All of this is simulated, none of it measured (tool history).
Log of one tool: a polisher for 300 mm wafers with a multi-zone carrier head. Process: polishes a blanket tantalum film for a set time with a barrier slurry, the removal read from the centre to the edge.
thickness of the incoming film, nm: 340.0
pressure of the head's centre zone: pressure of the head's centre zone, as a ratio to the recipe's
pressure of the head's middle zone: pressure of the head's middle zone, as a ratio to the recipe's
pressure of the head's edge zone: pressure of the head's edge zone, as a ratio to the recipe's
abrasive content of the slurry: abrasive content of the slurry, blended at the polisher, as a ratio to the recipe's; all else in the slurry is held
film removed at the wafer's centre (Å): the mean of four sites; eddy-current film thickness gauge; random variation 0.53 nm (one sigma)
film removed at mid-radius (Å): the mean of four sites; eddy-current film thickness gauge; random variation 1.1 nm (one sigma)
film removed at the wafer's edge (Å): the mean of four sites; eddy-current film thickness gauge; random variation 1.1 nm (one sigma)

| run | hour | flow of slurry (ml/min) | pressure of the head's centre zone | pressure of the head's middle zone | pressure of the head's edge zone | abrasive content of the slurry | polishing time (s) | film removed at the wafer's centre (Å) | film removed at mid-radius (Å) | film removed at the wafer's edge (Å) |
|---|---|---|---|---|---|---|---|---|---|---|
| 1 | 0.0 | 120 | 1.00 | 1.00 | 1.00 | 1.00 | 73 | 650.01 | 668.18 | 674.92 |
| 2 | 7.8 | 130 | 1.01 | 1.00 | 1.02 | 1.00 | 73 | 662.97 | 665.31 | 722.90 |
| 3 | 9.5 | 135 | 1.03 | 1.01 | 1.01 | 1.00 | 73 | 689.45 | 675.61 | 699.59 |
| 4 | 12.5 | 125 | 1.03 | 1.01 | 1.01 | 1.00 | 73 | 681.63 | 672.86 | 685.51 |
| 5 | 20.9 | 135 | 1.03 | 1.01 | 1.01 | 1.00 | 73 | 687.26 | 682.37 | 706.18 |
| 6 | 26.9 | 140 | 1.04 | 1.01 | 1.02 | 1.00 | 73 | 690.07 | 709.89 | 690.12 |
| 7 | 31.1 | 140 | 1.04 | 1.01 | 1.02 | 1.00 | 73 | 706.62 | 690.00 | 699.61 |
| 8 | 34.6 | 140 | 1.04 | 1.01 | 1.02 | 1.00 | 73 | 696.43 | 696.86 | 710.75 |
| 9 | 41.2 | 145 | 1.06 | 1.00 | 1.03 | 1.00 | 73 | 716.77 | 688.30 | 721.68 |
| 10 | 43.8 | 145 | 1.06 | 1.00 | 1.03 | 1.00 | 73 | 710.86 | 682.08 | 705.08 |

Forecast run 11:
| 11 | 46.1 | 150 | 1.07 | 1.00 | 1.05 | 1.05 | 73 | ? | ? | ? |

{"run 11": {"film removed at the wafer's centre (Å)": 727.02, "film removed at mid-radius (Å)": 702.12, "film removed at the wafer's edge (Å)": 744.46}}

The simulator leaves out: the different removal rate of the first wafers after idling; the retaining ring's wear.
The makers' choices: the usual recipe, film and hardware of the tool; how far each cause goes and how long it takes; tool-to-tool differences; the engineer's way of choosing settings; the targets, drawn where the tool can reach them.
